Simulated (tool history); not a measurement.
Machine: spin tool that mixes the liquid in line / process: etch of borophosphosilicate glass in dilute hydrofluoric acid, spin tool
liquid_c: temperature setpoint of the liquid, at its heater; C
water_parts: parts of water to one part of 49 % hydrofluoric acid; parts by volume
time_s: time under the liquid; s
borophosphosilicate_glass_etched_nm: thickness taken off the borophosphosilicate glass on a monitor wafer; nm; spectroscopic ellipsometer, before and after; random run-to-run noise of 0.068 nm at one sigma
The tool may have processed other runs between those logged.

run  hour  liquid_c  water_parts  time_s  borophosphosilicate_glass_etched_nm
  1   0.0      25.0          160      50                               11.455
  2   5.3      25.0          160      50                               11.454
  3   7.5      22.0          160      50                               10.302
  4  16.5      22.0          160      55                               11.140
  5  17.2      21.5          160      55                               10.891
  6  21.4      21.0          160      55                               10.744
  7  22.1      20.5          160      55                               10.452
  8  25.0      20.0          160      55                               10.361

Expected results for the next run?
  9  28.9      19.5          160      55                                    ?

{"run 9": {"borophosphosilicate_glass_etched_nm": 10.21}}

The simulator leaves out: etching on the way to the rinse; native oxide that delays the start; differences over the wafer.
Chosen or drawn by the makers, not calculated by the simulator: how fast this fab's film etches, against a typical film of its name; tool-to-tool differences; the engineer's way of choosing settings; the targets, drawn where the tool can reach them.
